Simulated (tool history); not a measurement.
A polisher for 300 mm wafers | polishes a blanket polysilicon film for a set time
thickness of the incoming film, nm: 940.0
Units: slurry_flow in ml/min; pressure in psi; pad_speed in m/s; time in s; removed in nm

run 1 hour=0.0 | slurry_flow=165 pressure=2.8 pad_speed=0.94 time=62 | removed=521.55
run 2 hour=7.2 | slurry_flow=165 pressure=3.1 pad_speed=0.94 time=62 | removed=588.64
run 3 hour=15.3 | slurry_flow=165 pressure=3.1 pad_speed=0.94 time=65 | removed=611.82
run 4 hour=23.4 | slurry_flow=165 pressure=3.1 pad_speed=1.16 time=65 | removed=745.44
run 5 hour=24.2 | slurry_flow=175 pressure=3.2 pad_speed=1.16 time=65 | removed=772.18
run 6 hour=32.1 | slurry_flow=175 pressure=3.2 pad_speed=0.96 time=65 | removed=651.86
run 7 hour=39.4 | slurry_flow=175 pressure=3.4 pad_speed=0.96 time=65 | removed=688.57

Run 8 comes next. What will it give?
run 8 hour=40.1 | slurry_flow=175 pressure=3.6 pad_speed=0.96 time=65 | removed=?

removed: 721.74 nm

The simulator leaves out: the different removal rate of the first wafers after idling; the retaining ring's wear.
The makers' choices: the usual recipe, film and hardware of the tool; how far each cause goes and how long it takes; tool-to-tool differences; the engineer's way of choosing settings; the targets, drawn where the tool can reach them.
